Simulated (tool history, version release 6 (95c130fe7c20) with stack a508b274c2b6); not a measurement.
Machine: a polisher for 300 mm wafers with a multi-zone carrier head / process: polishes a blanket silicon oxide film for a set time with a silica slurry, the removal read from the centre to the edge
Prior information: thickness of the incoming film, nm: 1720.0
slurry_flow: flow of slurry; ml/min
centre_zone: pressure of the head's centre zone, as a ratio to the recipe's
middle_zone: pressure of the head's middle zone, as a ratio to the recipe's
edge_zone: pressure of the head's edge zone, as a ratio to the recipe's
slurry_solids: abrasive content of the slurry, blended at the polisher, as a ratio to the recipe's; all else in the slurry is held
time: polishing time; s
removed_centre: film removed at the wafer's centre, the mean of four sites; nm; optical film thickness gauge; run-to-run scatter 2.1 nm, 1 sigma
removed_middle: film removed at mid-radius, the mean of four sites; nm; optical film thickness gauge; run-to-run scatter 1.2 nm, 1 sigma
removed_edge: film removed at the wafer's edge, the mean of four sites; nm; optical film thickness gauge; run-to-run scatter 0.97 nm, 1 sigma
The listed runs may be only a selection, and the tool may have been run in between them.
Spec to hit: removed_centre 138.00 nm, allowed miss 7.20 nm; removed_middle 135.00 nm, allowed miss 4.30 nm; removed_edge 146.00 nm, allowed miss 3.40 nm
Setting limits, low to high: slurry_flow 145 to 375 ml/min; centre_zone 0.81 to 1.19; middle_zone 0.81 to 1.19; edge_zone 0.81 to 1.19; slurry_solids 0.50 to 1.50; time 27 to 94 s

run    day  slurry_flow  centre_zone  middle_zone  edge_zone  slurry_solids  time  removed_centre  removed_middle  removed_edge
  1  0.000          240         1.00         1.00       1.00           1.00    60          244.22          239.07        241.92
  2  0.046          235         0.98         0.98       0.98           0.90    58          216.24          217.60        222.16
  3  0.138          230         0.98         0.96       0.96           0.85    56          209.96          197.73        206.89
  4  0.425          230         0.98         0.96       0.96           1.05    56          224.30          221.83        228.93
  5  0.771          230         0.98         0.96       0.96           1.05    43          170.92          166.58        171.98
  6  0.867          230         0.98         0.96       1.04           1.05    43          173.57          166.64        179.41
  7  1.100          225         0.97         0.95       1.02           1.00    43          169.74          160.50        173.96
  8  1.154          220         0.96         0.94       1.00           0.95    43          164.51          157.59        169.50
  9  1.254          220         0.95         0.93       0.99           0.90    43          159.09          152.89        162.79
 10  1.575          215         0.94         0.92       0.98           0.90    43          153.92          149.04        163.21
 11  1.608          215         0.94         0.91       0.96           0.90    43          160.25          149.83        162.38
 12  1.875          210         0.93         0.91       0.95           0.85    43          148.16          144.35        160.20
 13  1.908          210         0.93         0.91       0.94           0.80    43          145.65          142.27        152.30
 14  2.196          210         0.93         0.91       0.94           0.80    43          146.34          143.75        153.18
 15  2.404          180         0.90         0.86       0.89           0.75    43          139.98          129.83        144.93

Which of these 5 next moves meets every target?
  A  2.612          190         0.89         0.82       0.91           0.85    40               ?               ?             ?
  B  2.612          175         0.90         0.81       0.98           0.75    42               ?               ?             ?
  C  2.612          170         0.95         0.81       0.89           0.65    47               ?               ?             ?
  D  2.612          280         0.91         0.90       0.94           0.85    39               ?               ?             ?
  E  2.612          185         0.92         0.82       0.91           0.80    41               ?               ?             ?

move  removed_centre  removed_middle  removed_edge
   A          132.75          124.67        144.89
   B          132.18          121.93        147.05
   C          144.25          127.61        149.09
   D          136.10          135.12        145.83
   E          135.69          124.22        144.46
A: misses by more than the last run did
B: misses by more than the last run did
C: misses by more than the last run did
D: meets every target
E: misses by more than the last run did
D meets every target.
